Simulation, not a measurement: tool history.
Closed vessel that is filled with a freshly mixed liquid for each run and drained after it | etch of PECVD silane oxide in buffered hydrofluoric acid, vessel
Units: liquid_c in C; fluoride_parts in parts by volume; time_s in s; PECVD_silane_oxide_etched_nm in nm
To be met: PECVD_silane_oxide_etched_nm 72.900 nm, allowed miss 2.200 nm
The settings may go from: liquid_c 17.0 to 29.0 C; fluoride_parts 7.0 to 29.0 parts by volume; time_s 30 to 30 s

{"run": 1, "day": 0.0, "liquid_c": 21.0, "fluoride_parts": 18.0, "time_s": 30, "PECVD_silane_oxide_etched_nm": 52.826}
{"run": 2, "day": 0.321, "liquid_c": 22.5, "fluoride_parts": 18.0, "time_s": 30, "PECVD_silane_oxide_etched_nm": 58.115}
{"run": 3, "day": 0.492, "liquid_c": 22.5, "fluoride_parts": 21.0, "time_s": 30, "PECVD_silane_oxide_etched_nm": 50.508}
{"run": 4, "day": 0.85, "liquid_c": 24.0, "fluoride_parts": 21.0, "time_s": 30, "PECVD_silane_oxide_etched_nm": 53.837}
{"run": 5, "day": 1.008, "liquid_c": 25.0, "fluoride_parts": 20.5, "time_s": 30, "PECVD_silane_oxide_etched_nm": 59.81}
{"run": 6, "day": 1.358, "liquid_c": 25.0, "fluoride_parts": 20.5, "time_s": 30, "PECVD_silane_oxide_etched_nm": 58.437}
{"run": 7, "day": 1.742, "liquid_c": 26.0, "fluoride_parts": 20.5, "time_s": 30, "PECVD_silane_oxide_etched_nm": 61.255}
{"run": 8, "day": 2.108, "liquid_c": 26.5, "fluoride_parts": 20.5, "time_s": 30, "PECVD_silane_oxide_etched_nm": 64.205}
{"run": 9, "day": 2.475, "liquid_c": 27.0, "fluoride_parts": 20.5, "time_s": 30, "PECVD_silane_oxide_etched_nm": 65.51}
{"run": 10, "day": 2.583, "liquid_c": 27.5, "fluoride_parts": 20.5, "time_s": 30, "PECVD_silane_oxide_etched_nm": 67.059}

5 next moves are on the table. One of them brings every result within its allowed miss. Which?
{"run": "A", "day": 2.692, "liquid_c": 25.0, "fluoride_parts": 17.5, "time_s": 30, "PECVD_silane_oxide_etched_nm": "?"}
{"run": "B", "day": 2.692, "liquid_c": 29.0, "fluoride_parts": 20.5, "time_s": 30, "PECVD_silane_oxide_etched_nm": "?"}
{"run": "C", "day": 2.692, "liquid_c": 28.0, "fluoride_parts": 21.5, "time_s": 30, "PECVD_silane_oxide_etched_nm": "?"}
{"run": "D", "day": 2.692, "liquid_c": 27.0, "fluoride_parts": 19.5, "time_s": 30, "PECVD_silane_oxide_etched_nm": "?"}
{"run": "E", "day": 2.692, "liquid_c": 28.0, "fluoride_parts": 17.5, "time_s": 30, "PECVD_silane_oxide_etched_nm": "?"}

move=A PECVD_silane_oxide_etched_nm=68.912
move=B PECVD_silane_oxide_etched_nm=73.646
move=C PECVD_silane_oxide_etched_nm=67.585
move=D PECVD_silane_oxide_etched_nm=69.013
move=E PECVD_silane_oxide_etched_nm=80.989
A: nearer than the last run, and not there yet
B: meets every target
C: nearer than the last run, and not there yet
D: nearer than the last run, and not there yet
E: takes the result that was furthest off past its target
Answer: B
